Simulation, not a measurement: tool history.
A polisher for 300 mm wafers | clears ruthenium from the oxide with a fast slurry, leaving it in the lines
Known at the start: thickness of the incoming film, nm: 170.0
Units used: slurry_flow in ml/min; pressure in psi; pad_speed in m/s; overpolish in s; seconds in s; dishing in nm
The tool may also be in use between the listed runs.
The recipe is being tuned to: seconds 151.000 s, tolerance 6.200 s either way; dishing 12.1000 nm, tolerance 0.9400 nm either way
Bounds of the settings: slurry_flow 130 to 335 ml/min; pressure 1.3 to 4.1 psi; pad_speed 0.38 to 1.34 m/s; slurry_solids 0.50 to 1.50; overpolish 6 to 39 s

run,hour,slurry_flow,pressure,pad_speed,slurry_solids,overpolish,seconds,dishing
1,0.0,215,2.7,0.86,1.00,20,65.184,46.2600
2,4.0,215,2.7,0.64,1.00,20,81.953,37.0490
3,12.3,215,2.5,0.62,1.00,18,91.139,31.6890
4,18.2,215,2.5,0.62,1.00,26,91.084,44.3950
5,21.8,265,2.5,0.62,1.00,26,89.204,42.8360
6,27.4,220,2.5,0.62,1.00,26,90.440,45.1480
7,35.4,220,2.5,0.62,1.00,26,90.256,43.2680
8,39.8,225,2.4,0.58,1.00,23,100.490,36.7870
9,44.0,240,2.4,0.54,1.00,20,102.150,31.0750
10,46.7,255,2.3,0.52,1.00,18,108.360,26.9420
11,48.2,265,2.2,0.52,1.00,16,113.410,23.7980
12,53.7,275,2.1,0.52,1.00,14,117.660,20.2050
13,61.5,275,2.0,0.52,1.00,13,120.820,17.3480
14,62.1,270,1.3,0.52,1.00,11,178.370,10.0940
15,63.2,275,1.3,0.52,1.00,11,179.480,9.9827
16,65.8,280,1.3,0.52,1.00,11,175.720,10.2200

Which of these 5 next moves meets every target?
A,68.4,250,1.3,0.80,0.75,11,?,?
B,68.4,310,1.5,0.42,1.15,12,?,?
C,68.4,290,1.4,0.46,0.80,15,?,?
D,68.4,280,1.3,0.58,0.95,10,?,?
E,68.4,265,1.3,0.42,1.00,14,?,?

move,seconds,dishing
A,149.390,12.2030
B,170.390,11.6840
C,202.320,12.2850
D,167.920,9.9163
E,207.240,11.2180
A: in spec on every target
B: closes in on the targets versus the last run, not all within tolerance yet
C: further off than the last run
D: closes in on the targets versus the last run, not all within tolerance yet
E: further off than the last run
So the answer is move A, the one that meets all the targets.
